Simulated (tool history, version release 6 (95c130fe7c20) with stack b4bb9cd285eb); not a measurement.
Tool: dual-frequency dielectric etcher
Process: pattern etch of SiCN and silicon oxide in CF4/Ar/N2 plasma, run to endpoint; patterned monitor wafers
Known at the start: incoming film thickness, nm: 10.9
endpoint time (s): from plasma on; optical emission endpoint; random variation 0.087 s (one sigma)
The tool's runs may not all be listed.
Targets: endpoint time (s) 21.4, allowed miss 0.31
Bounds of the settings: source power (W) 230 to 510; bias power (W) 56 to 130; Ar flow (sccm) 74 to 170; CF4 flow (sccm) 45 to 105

| run | hour | source power (W) | bias power (W) | Ar flow (sccm) | CF4 flow (sccm) | endpoint time (s) |
|---|---|---|---|---|---|---|
| 1 | 0 | 370 | 93 | 122 | 75 | 15.086 |
| 2 | 7.9 | 350 | 93 | 122 | 75 | 15.738 |
| 3 | 13.3 | 330 | 92 | 122 | 75 | 16.411 |
| 4 | 15.9 | 320 | 90 | 123 | 75 | 17.167 |
| 5 | 24.1 | 310 | 90 | 123 | 75 | 17.66 |
| 6 | 30.4 | 310 | 90 | 123 | 62 | 18.187 |
| 7 | 35.8 | 300 | 90 | 123 | 62 | 18.595 |
| 8 | 41.4 | 290 | 90 | 123 | 62 | 19.063 |
| 9 | 45.9 | 280 | 90 | 123 | 62 | 19.551 |
| 10 | 50 | 270 | 90 | 123 | 62 | 20.169 |
| 11 | 54.3 | 260 | 90 | 123 | 62 | 20.686 |

Which of these 5 next moves meets every target?
| A | 58.6 | 290 | 84 | 140 | 68 | ? |
| B | 58.6 | 360 | 67 | 141 | 59 | ? |
| C | 58.6 | 260 | 84 | 130 | 65 | ? |
| D | 58.6 | 260 | 90 | 127 | 61 | ? |
| E | 58.6 | 280 | 82 | 113 | 53 | ? |

| move | endpoint time (s) |
|---|---|
| A | 20.005 |
| B | 19.958 |
| C | 21.555 |
| D | 20.868 |
| E | 20.903 |
A: further off than the last run
B: further off than the last run
C: meets every target
D: nearer than the last run, and not there yet
E: nearer than the last run, and not there yet
Answer: C
